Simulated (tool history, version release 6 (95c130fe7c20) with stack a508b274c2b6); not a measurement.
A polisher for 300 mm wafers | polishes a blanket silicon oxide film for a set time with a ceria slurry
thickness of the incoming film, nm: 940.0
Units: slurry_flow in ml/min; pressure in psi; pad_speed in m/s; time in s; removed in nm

{"run": 1, "hour": 0.0, "slurry_flow": 135, "pressure": 2.9, "pad_speed": 0.88, "time": 72, "removed": 299.41}
{"run": 2, "hour": 6.0, "slurry_flow": 125, "pressure": 2.8, "pad_speed": 0.88, "time": 72, "removed": 289.66}
{"run": 3, "hour": 10.8, "slurry_flow": 110, "pressure": 2.8, "pad_speed": 0.88, "time": 72, "removed": 281.07}
{"run": 4, "hour": 18.5, "slurry_flow": 110, "pressure": 3.4, "pad_speed": 0.88, "time": 72, "removed": 319.45}
{"run": 5, "hour": 25.7, "slurry_flow": 105, "pressure": 3.1, "pad_speed": 0.88, "time": 72, "removed": 299.05}
{"run": 6, "hour": 33.0, "slurry_flow": 100, "pressure": 2.9, "pad_speed": 0.88, "time": 72, "removed": 280.73}
{"run": 7, "hour": 34.3, "slurry_flow": 95, "pressure": 2.8, "pad_speed": 0.88, "time": 72, "removed": 269.68}

The next listed run, before its measurement:
{"run": 8, "hour": 35.2, "slurry_flow": 90, "pressure": 2.7, "pad_speed": 0.88, "time": 72, "removed": "?"}

{"run 8": {"removed": 260.84}}
